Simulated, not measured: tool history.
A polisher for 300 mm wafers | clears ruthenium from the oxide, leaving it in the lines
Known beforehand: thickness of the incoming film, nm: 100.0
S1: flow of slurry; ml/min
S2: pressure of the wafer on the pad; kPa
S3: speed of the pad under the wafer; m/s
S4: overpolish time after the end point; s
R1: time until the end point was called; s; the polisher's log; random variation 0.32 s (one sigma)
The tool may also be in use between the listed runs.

run	hour	S1	S2	S3	S4	R1
1	0	225	13.1	1.16	5	62.436
2	4.6	225	13.1	1.32	5	55.426
3	8.7	225	11	1.32	5	65.707
4	15.9	175	11	1.32	5	67.835
5	21.7	175	11	1.2	5	74.361
6	28.6	190	13.8	1.2	5	59.189

Run 7 has not been measured yet. What should we expect?
7	35.9	205	15.9	1.2	5	?

{"run 7": {"R1": 50.973}}
